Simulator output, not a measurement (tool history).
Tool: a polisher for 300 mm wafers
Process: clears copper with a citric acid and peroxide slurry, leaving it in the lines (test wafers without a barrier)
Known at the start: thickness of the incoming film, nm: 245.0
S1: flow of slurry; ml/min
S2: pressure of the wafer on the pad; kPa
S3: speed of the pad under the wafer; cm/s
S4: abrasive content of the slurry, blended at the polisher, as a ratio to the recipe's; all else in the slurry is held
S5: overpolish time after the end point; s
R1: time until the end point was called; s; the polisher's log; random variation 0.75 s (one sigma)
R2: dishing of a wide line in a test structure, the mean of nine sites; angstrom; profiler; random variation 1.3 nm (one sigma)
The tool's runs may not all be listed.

run,hour,S1,S2,S3,S4,S5,R1,R2
1,0.0,135,26.9,92,1.0,25,85.117,487.22
2,2.6,120,26.9,92,1.0,25,86.623,461.90
3,10.0,125,27.6,92,1.0,26,85.683,510.27
4,15.3,125,27.6,92,1.0,18,85.086,369.43
5,22.7,125,28.3,92,1.0,20,82.565,408.26
6,25.5,125,28.3,92,0.9,20,86.219,401.02
7,27.0,125,29.0,92,0.9,21,82.591,427.92
8,30.8,125,29.6,92,0.9,22,82.591,450.13
9,39.7,125,30.3,92,0.9,23,78.847,478.94
10,47.7,125,30.3,92,0.9,24,78.490,481.66
11,54.9,125,30.3,92,0.9,25,78.895,527.05

Forecast run 12:
12,60.8,125,30.3,92,0.9,25,?,?

R1: 78.327 s
R2: 499.43 angstrom
